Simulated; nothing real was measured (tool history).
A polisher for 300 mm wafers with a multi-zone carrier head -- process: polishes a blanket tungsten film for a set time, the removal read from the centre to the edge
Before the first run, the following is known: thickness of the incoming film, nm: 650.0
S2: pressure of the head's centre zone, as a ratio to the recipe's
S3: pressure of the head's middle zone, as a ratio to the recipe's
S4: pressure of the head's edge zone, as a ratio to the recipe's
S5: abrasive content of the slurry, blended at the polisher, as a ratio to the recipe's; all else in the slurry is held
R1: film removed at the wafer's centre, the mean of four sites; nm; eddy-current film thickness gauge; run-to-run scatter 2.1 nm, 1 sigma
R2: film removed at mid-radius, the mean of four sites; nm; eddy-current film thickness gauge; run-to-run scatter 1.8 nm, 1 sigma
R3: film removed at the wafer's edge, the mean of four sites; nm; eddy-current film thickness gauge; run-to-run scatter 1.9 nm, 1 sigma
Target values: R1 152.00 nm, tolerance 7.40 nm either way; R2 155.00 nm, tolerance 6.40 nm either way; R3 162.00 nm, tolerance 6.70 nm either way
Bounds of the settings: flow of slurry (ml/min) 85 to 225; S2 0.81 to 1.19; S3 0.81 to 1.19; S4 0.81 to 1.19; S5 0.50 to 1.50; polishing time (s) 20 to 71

Run 1, hour 0.0: flow of slurry (ml/min) 145, S2 1.00, S3 1.00, S4 1.00, S5 1.00, polishing time (s) 45. Result: R1 186.78 nm, R2 189.36 nm, R3 183.17 nm.
Run 2, hour 1.0: flow of slurry (ml/min) 120, S2 1.00, S3 1.00, S4 1.00, S5 1.00, polishing time (s) 45. Result: R1 177.64 nm, R2 174.37 nm, R3 176.94 nm.
Run 3, hour 5.4: flow of slurry (ml/min) 115, S2 0.99, S3 1.00, S4 0.99, S5 1.00, polishing time (s) 45. Result: R1 173.40 nm, R2 176.90 nm, R3 176.88 nm.
Run 4, hour 12.1: flow of slurry (ml/min) 140, S2 0.99, S3 1.00, S4 0.99, S5 1.00, polishing time (s) 45. Result: R1 183.52 nm, R2 181.00 nm, R3 184.28 nm.
Run 5, hour 14.3: flow of slurry (ml/min) 140, S2 0.99, S3 1.00, S4 0.99, S5 1.00, polishing time (s) 34. Result: R1 139.31 nm, R2 136.95 nm, R3 139.25 nm.
Run 6, hour 19.0: flow of slurry (ml/min) 145, S2 0.98, S3 1.00, S4 1.01, S5 1.05, polishing time (s) 34. Result: R1 143.04 nm, R2 143.25 nm, R3 143.23 nm.
Run 7, hour 24.6: flow of slurry (ml/min) 150, S2 0.97, S3 0.99, S4 1.03, S5 1.05, polishing time (s) 34. Result: R1 141.25 nm, R2 143.20 nm, R3 146.17 nm.
Run 8, hour 29.3: flow of slurry (ml/min) 150, S2 0.97, S3 0.99, S4 1.03, S5 1.05, polishing time (s) 34. Result: R1 144.67 nm, R2 143.41 nm, R3 143.24 nm.
Run 9, hour 30.1: flow of slurry (ml/min) 150, S2 0.95, S3 0.98, S4 1.03, S5 1.10, polishing time (s) 35. Result: R1 148.34 nm, R2 150.54 nm, R3 148.53 nm.
Run 10, hour 37.7: flow of slurry (ml/min) 150, S2 0.95, S3 0.98, S4 1.05, S5 1.10, polishing time (s) 35. Result: R1 146.23 nm, R2 151.57 nm, R3 149.08 nm.

Of the 5 settings listed for the next run, only one would bring every result within its allowed miss of target. Which one?
Run A, hour 45.3: flow of slurry (ml/min) 165, S2 1.00, S3 1.11, S4 1.15, S5 1.40, polishing time (s) 30. Result: R1 ?, R2 ?, R3 ?.
Run B, hour 45.3: flow of slurry (ml/min) 125, S2 0.81, S3 0.95, S4 1.07, S5 0.75, polishing time (s) 45. Result: R1 ?, R2 ?, R3 ?.
Run C, hour 45.3: flow of slurry (ml/min) 190, S2 1.03, S3 1.13, S4 1.08, S5 1.00, polishing time (s) 32. Result: R1 ?, R2 ?, R3 ?.
Run D, hour 45.3: flow of slurry (ml/min) 155, S2 0.93, S3 1.03, S4 1.05, S5 1.45, polishing time (s) 30. Result: R1 ?, R2 ?, R3 ?.
Run E, hour 45.3: flow of slurry (ml/min) 135, S2 0.90, S3 0.93, S4 0.98, S5 0.80, polishing time (s) 43. Result: R1 ?, R2 ?, R3 ?.

move      R1      R2      R3
   A  143.32  157.65  149.21
   B  139.42  157.60  165.91
   C  143.13  155.99  140.00
   D  135.97  148.38  143.03
   E  149.68  154.73  157.90
A: about as far from the targets as the last run
B: puts the biggest miss on target and leaves a different result outside tolerance
C: further off than the last run
D: further off than the last run
E: meets every target
So the answer is move E, the one that meets all the targets.

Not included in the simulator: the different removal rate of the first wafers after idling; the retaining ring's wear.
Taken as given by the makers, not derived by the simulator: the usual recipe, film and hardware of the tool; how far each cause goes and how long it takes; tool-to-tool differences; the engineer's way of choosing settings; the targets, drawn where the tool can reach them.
